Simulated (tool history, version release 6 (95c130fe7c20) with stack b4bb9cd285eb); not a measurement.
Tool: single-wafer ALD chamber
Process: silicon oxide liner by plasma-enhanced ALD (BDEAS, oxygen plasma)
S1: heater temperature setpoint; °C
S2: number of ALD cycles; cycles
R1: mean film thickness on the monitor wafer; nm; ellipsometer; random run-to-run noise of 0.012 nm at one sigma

{"run": 1, "hour": 0.0, "S1": 325, "S2": 36, "R1": 2.8939}
{"run": 2, "hour": 7.7, "S1": 325, "S2": 34, "R1": 2.7437}
{"run": 3, "hour": 13.4, "S1": 325, "S2": 39, "R1": 3.1576}
{"run": 4, "hour": 21.6, "S1": 334, "S2": 39, "R1": 3.1018}
{"run": 5, "hour": 24.4, "S1": 334, "S2": 44, "R1": 3.5198}
{"run": 6, "hour": 32.5, "S1": 335, "S2": 40, "R1": 3.1882}
{"run": 7, "hour": 39.6, "S1": 336, "S2": 37, "R1": 2.9217}
{"run": 8, "hour": 46.1, "S1": 337, "S2": 35, "R1": 2.779}
{"run": 9, "hour": 51.9, "S1": 337, "S2": 33, "R1": 2.6227}

Run 10 comes next. What will it give?
{"run": 10, "hour": 59.9, "S1": 339, "S2": 27, "R1": "?"}

R1: 2.1677 nm
